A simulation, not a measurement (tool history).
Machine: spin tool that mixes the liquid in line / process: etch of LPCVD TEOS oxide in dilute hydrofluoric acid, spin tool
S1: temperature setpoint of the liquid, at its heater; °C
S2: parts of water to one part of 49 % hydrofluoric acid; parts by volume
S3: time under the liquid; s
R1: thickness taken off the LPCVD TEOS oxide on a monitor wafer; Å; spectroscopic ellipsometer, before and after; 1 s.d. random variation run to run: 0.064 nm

run	hour	S1	S2	S3	R1
1	0.0	23.0	90	15	25.924
2	1.2	25.0	70	15	37.445
3	9.8	23.5	70	15	34.809
4	11.5	25.5	60	15	45.332
5	16.5	27.0	55	15	52.171
6	19.7	30.0	55	15	58.671

Run 7 has not been measured yet. What should we expect?
7	27.4	30.5	50	15	?

{"run 7": {"R1": 66.407}}
